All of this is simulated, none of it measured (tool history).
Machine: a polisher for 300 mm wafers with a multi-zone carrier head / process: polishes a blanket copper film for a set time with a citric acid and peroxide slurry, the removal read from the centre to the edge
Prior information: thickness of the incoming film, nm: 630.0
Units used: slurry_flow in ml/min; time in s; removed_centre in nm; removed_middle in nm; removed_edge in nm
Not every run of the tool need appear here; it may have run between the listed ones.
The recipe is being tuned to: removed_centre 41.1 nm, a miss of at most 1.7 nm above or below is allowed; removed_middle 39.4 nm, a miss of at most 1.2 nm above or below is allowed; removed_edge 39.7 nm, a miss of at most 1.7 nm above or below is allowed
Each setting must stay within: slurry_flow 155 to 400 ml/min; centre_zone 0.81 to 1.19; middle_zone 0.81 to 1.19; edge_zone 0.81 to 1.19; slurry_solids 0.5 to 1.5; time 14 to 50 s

| run | hour | slurry_flow | centre_zone | middle_zone | edge_zone | slurry_solids | time | removed_centre | removed_middle | removed_edge |
|---|---|---|---|---|---|---|---|---|---|---|
| 1 | 0 | 255 | 1 | 1 | 1 | 1 | 32 | 69.696 | 65.231 | 65.131 |
| 2 | 6.6 | 255 | 0.99 | 0.99 | 0.98 | 0.9 | 30 | 62.022 | 59.911 | 59.789 |
| 3 | 8.7 | 255 | 0.93 | 0.99 | 0.98 | 0.9 | 30 | 57.1 | 59.369 | 60.245 |
| 4 | 14.7 | 220 | 0.93 | 0.99 | 0.98 | 0.9 | 30 | 56.245 | 58.22 | 61.077 |
| 5 | 21.4 | 220 | 0.99 | 0.99 | 0.98 | 0.9 | 30 | 59.434 | 58.778 | 60.884 |
| 6 | 23 | 240 | 0.99 | 0.97 | 0.97 | 0.85 | 28 | 57.388 | 53.771 | 56.751 |
| 7 | 23.8 | 260 | 0.98 | 0.97 | 0.96 | 0.8 | 27 | 53.741 | 51.19 | 51.817 |
| 8 | 30.7 | 270 | 0.97 | 0.95 | 0.94 | 0.75 | 27 | 52.144 | 50.027 | 52.648 |
| 9 | 38.6 | 280 | 0.97 | 0.95 | 0.93 | 0.7 | 26 | 49.601 | 47.973 | 49.805 |
| 10 | 44.1 | 290 | 0.97 | 0.95 | 0.92 | 0.65 | 25 | 47.383 | 45.244 | 45.477 |
| 11 | 46.1 | 290 | 0.97 | 0.95 | 0.91 | 0.65 | 25 | 47.659 | 45.558 | 46.639 |
| 12 | 54.2 | 295 | 0.97 | 0.95 | 0.91 | 0.65 | 24 | 46.304 | 42.647 | 43.58 |
| 13 | 60.1 | 295 | 0.96 | 0.95 | 0.9 | 0.65 | 24 | 44.773 | 42.938 | 43.499 |

Pick the move, out of 5, that brings all results within their allowed miss; only one does.
| A | 66 | 265 | 0.97 | 0.9 | 0.89 | 0.55 | 23 | ? | ? | ? |
| B | 66 | 285 | 0.94 | 0.92 | 0.82 | 0.5 | 24 | ? | ? | ? |
| C | 66 | 355 | 1.01 | 0.98 | 0.81 | 0.6 | 23 | ? | ? | ? |
| D | 66 | 250 | 0.98 | 0.88 | 0.89 | 0.8 | 21 | ? | ? | ? |
| E | 66 | 325 | 1.07 | 1.1 | 0.87 | 0.6 | 21 | ? | ? | ? |

| move | removed_centre | removed_middle | removed_edge |
|---|---|---|---|
| A | 42.335 | 37.845 | 39.572 |
| B | 42.2 | 39.624 | 39.285 |
| C | 46.567 | 42.748 | 39.792 |
| D | 42.424 | 36.875 | 39.364 |
| E | 44.708 | 42.698 | 37.078 |
A: takes the biggest miss from the last run beyond its target
B: in spec on every target
C: misses by more than the last run did
D: takes the biggest miss from the last run beyond its target
E: nearer than the last run, and not there yet
B is the move that brings every result within its allowed miss.

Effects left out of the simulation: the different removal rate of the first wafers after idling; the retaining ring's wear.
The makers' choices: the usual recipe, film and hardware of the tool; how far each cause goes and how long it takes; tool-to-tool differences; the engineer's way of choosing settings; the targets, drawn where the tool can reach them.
